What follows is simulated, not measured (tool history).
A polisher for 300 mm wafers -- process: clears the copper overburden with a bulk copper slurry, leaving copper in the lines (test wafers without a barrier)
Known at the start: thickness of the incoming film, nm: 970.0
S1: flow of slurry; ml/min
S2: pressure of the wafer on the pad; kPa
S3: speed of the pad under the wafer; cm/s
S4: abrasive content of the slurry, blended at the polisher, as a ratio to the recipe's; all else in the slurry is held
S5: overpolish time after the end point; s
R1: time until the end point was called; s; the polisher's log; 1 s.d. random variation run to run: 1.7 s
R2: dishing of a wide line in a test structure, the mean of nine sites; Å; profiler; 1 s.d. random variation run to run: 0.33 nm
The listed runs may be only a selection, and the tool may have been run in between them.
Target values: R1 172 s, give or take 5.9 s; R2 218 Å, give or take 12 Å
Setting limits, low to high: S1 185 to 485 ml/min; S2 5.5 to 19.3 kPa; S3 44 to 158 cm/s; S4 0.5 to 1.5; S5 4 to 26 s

run  hour   S1    S2   S3    S4  S5      R1      R2
  1     0  310  12.4  100     1  13   152.3  493.54
  2   8.5  310  12.4  100     1  15  152.07  581.62
  3  13.3  360  12.4  100     1  15  150.85   566.3
  4  16.1  360  12.4  112     1  15  134.76  619.45
  5    22  385    11  114  1.05  13  143.86  519.46
  6  27.9  405  10.3  116     1  11   152.7  441.77
  7  29.9  405   9.7  120  1.05  10  158.49  400.31
  8  36.7  365     9  124  1.15   9  158.49  366.11
  9  38.8  275   5.5  140   1.4   4  223.39  139.09
 10  43.2  365   6.9  138   1.3   4  181.39   171.4
 11  47.9  375   6.9  138  1.25   4   184.1  166.19
 12  54.7  380   6.9  136  1.25   4  185.52  164.66

Exactly one of the 4 candidate moves below puts every result within its allowed miss. Which one?
  A  61.5  380  6.9  144  1.25   6   ?   ?
  B  61.5  385  8.3  124  1.25   5   ?   ?
  C  61.5  415  6.2  140  1.15   5   ?   ?
  D  61.5  430  7.6  136   1.2   6   ?   ?

move      R1      R2
   A  172.21  240.82
   B   167.4  215.11
   C  198.09  182.42
   D  166.47  249.77
A: carries the result that was furthest off beyond its target, to the other side
B: every result lands within tolerance
C: about as far from the targets as the last run
D: carries the result that was furthest off beyond its target, to the other side
Go with B: it meets all targets.
